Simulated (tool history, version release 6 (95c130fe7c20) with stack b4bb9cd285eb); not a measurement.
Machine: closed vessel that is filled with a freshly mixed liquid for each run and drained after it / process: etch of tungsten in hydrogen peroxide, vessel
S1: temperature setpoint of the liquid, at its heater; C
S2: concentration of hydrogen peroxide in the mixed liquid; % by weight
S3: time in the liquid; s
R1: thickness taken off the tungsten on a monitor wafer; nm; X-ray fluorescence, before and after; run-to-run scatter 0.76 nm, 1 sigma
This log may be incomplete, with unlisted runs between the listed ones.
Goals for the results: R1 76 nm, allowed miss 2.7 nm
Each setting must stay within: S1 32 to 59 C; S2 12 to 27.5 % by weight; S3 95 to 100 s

Run 1, hour 0: S1 43 C, S2 18.5 % by weight, S3 95 s. Result: R1 144.36 nm.
Run 2, hour 5.9: S1 43 C, S2 18.5 % by weight, S3 95 s. Result: R1 144.68 nm.
Run 3, hour 13.2: S1 43 C, S2 16 % by weight, S3 95 s. Result: R1 135.83 nm.
Run 4, hour 22.1: S1 43 C, S2 14 % by weight, S3 95 s. Result: R1 124.56 nm.
Run 5, hour 26: S1 41 C, S2 14 % by weight, S3 95 s. Result: R1 111.17 nm.
Run 6, hour 31.6: S1 45 C, S2 14 % by weight, S3 95 s. Result: R1 145.09 nm.
Run 7, hour 39.3: S1 42.5 C, S2 14 % by weight, S3 95 s. Result: R1 121.26 nm.
Run 8, hour 42.2: S1 40.5 C, S2 14 % by weight, S3 95 s. Result: R1 106.48 nm.
Run 9, hour 48: S1 39 C, S2 14 % by weight, S3 95 s. Result: R1 96.521 nm.
Run 10, hour 52.4: S1 38 C, S2 14 % by weight, S3 95 s. Result: R1 92.548 nm.
At hour 56.6: peroxide flow meter replaced.
Run 11, hour 56.6: S1 34 C, S2 14 % by weight, S3 95 s. Result: R1 71.453 nm.

Below are 5 possible settings for the next run. Only one of them brings all results inside the allowed miss of their targets. Which is it?
Run A, hour 60.8: S1 34 C, S2 14 % by weight, S3 100 s. Result: R1 ?.
Run B, hour 60.8: S1 33 C, S2 12.5 % by weight, S3 100 s. Result: R1 ?.
Run C, hour 60.8: S1 34.5 C, S2 12 % by weight, S3 95 s. Result: R1 ?.
Run D, hour 60.8: S1 33.5 C, S2 12 % by weight, S3 100 s. Result: R1 ?.
Run E, hour 60.8: S1 33 C, S2 15 % by weight, S3 95 s. Result: R1 ?.

move      R1
   A  75.322
   B  66.502
   C  68.523
   D  67.411
   E  69.207
A: meets every target
B: the biggest miss grows against the last run
C: the biggest miss grows against the last run
D: the biggest miss grows against the last run
E: the biggest miss grows against the last run
Move A is the one to make.
